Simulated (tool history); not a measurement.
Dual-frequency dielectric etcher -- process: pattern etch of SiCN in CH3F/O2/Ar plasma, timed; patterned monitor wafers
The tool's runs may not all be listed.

| run | hour | source power (W) | bias power (W) | etch time (s) | mean etch depth across the wafer (Å) |
|---|---|---|---|---|---|
| 1 | 0 | 290 | 55 | 42.5 | 122.64 |
| 2 | 4.7 | 290 | 55 | 38.5 | 110.79 |
| 3 | 11 | 280 | 55 | 38.5 | 110.28 |
| 4 | 13.4 | 280 | 55 | 38.5 | 110.49 |
| 5 | 17 | 270 | 55 | 38.5 | 108.58 |
| 6 | 17.7 | 270 | 55 | 42.5 | 119.39 |
| 7 | 20.2 | 260 | 52 | 42.5 | 115.55 |
| 8 | 26.1 | 250 | 50 | 42.5 | 111.26 |
| 9 | 27.6 | 240 | 49 | 42.5 | 108.84 |
| 10 | 28.6 | 230 | 48 | 42.5 | 105.92 |
| 11 | 30.1 | 220 | 48 | 42.5 | 104.79 |

Estimate the outcome of run 12 from the log above:
| 12 | 38.8 | 180 | 45 | 42.5 | ? |

Run 12 gave mean etch depth across the wafer (Å) 94.657.
